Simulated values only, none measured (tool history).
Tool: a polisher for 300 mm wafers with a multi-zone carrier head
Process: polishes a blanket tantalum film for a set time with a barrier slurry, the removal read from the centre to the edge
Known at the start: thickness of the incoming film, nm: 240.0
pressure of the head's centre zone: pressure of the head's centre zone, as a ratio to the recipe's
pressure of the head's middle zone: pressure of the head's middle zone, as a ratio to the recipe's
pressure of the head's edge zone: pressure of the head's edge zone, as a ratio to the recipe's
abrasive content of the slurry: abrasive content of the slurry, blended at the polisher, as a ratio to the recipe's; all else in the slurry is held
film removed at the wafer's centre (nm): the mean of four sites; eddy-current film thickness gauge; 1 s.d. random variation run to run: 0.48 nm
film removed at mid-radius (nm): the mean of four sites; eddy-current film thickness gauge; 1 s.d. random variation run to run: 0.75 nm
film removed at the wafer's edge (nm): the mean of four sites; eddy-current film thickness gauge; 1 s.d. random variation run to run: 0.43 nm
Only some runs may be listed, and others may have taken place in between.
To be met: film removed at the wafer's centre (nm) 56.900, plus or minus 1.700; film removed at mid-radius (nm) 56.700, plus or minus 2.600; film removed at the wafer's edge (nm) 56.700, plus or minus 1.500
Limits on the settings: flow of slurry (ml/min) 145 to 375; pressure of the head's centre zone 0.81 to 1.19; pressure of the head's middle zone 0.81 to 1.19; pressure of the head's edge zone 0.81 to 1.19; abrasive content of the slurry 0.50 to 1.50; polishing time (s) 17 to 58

| run | hour | flow of slurry (ml/min) | pressure of the head's centre zone | pressure of the head's middle zone | pressure of the head's edge zone | abrasive content of the slurry | polishing time (s) | film removed at the wafer's centre (nm) | film removed at mid-radius (nm) | film removed at the wafer's edge (nm) |
|---|---|---|---|---|---|---|---|---|---|---|
| 1 | 0.0 | 240 | 1.00 | 1.00 | 1.00 | 1.00 | 37 | 87.886 | 79.805 | 81.817 |
| 2 | 1.7 | 240 | 1.05 | 1.00 | 1.00 | 1.00 | 37 | 91.883 | 79.963 | 81.948 |
| 3 | 9.9 | 265 | 1.05 | 1.00 | 1.00 | 1.00 | 37 | 92.752 | 83.068 | 83.571 |
| 4 | 18.9 | 265 | 1.05 | 1.00 | 0.95 | 1.00 | 37 | 92.738 | 83.507 | 80.926 |
| 5 | 23.7 | 265 | 1.05 | 1.00 | 0.95 | 1.00 | 42 | 106.750 | 92.526 | 90.582 |
| 6 | 31.7 | 265 | 1.13 | 1.00 | 0.95 | 1.00 | 42 | 112.880 | 94.606 | 90.363 |
|  | 37.3 | centre zone pressure recalibrated |
| 7 | 37.3 | 255 | 1.06 | 1.00 | 0.93 | 0.85 | 39 | 88.655 | 83.388 | 80.361 |
| 8 | 44.0 | 255 | 1.06 | 1.00 | 0.93 | 0.85 | 39 | 89.018 | 83.292 | 80.716 |
| 9 | 50.4 | 245 | 1.07 | 0.98 | 0.91 | 0.75 | 37 | 81.512 | 76.542 | 73.265 |
| 10 | 57.4 | 235 | 1.05 | 0.96 | 0.89 | 0.70 | 36 | 77.643 | 73.417 | 70.706 |
| 11 | 58.4 | 230 | 1.04 | 0.95 | 0.89 | 0.65 | 34 | 70.661 | 66.345 | 65.834 |
| 12 | 64.4 | 225 | 1.03 | 0.94 | 0.88 | 0.60 | 33 | 67.004 | 64.319 | 61.673 |
| 13 | 65.6 | 220 | 1.00 | 0.92 | 0.88 | 0.55 | 33 | 63.570 | 61.645 | 60.502 |
| 14 | 66.7 | 215 | 0.98 | 0.91 | 0.87 | 0.55 | 33 | 63.600 | 62.524 | 59.697 |
| 15 | 74.6 | 195 | 0.90 | 0.83 | 0.92 | 0.50 | 31 | 51.929 | 54.228 | 57.299 |
| 16 | 78.3 | 205 | 0.91 | 0.84 | 0.91 | 0.50 | 31 | 53.140 | 54.517 | 56.816 |
| 17 | 81.5 | 215 | 0.92 | 0.85 | 0.90 | 0.50 | 31 | 53.651 | 56.637 | 56.535 |

Consider the 4 candidate settings below. Which is the only one whose results all fall within their allowed miss of target?
| A | 84.7 | 260 | 0.87 | 0.85 | 0.88 | 0.60 | 30 | ? | ? | ? |
| B | 84.7 | 230 | 0.88 | 0.86 | 0.86 | 0.55 | 33 | ? | ? | ? |
| C | 84.7 | 200 | 0.99 | 0.92 | 0.93 | 0.50 | 31 | ? | ? | ? |
| D | 84.7 | 190 | 0.93 | 0.94 | 0.81 | 0.50 | 33 | ? | ? | ? |

| move | film removed at the wafer's centre (nm) | film removed at mid-radius (nm) | film removed at the wafer's edge (nm) |
|---|---|---|---|
| A | 52.582 | 56.667 | 57.202 |
| B | 56.623 | 60.736 | 60.603 |
| C | 57.568 | 56.589 | 57.121 |
| D | 56.984 | 60.333 | 56.761 |
A: its largest miss is bigger than the last run's
B: the furthest-off result lands on target, but another misses its tolerance
C: all results land within tolerance of their targets
D: the furthest-off result lands on target, but another misses its tolerance
Answer: C
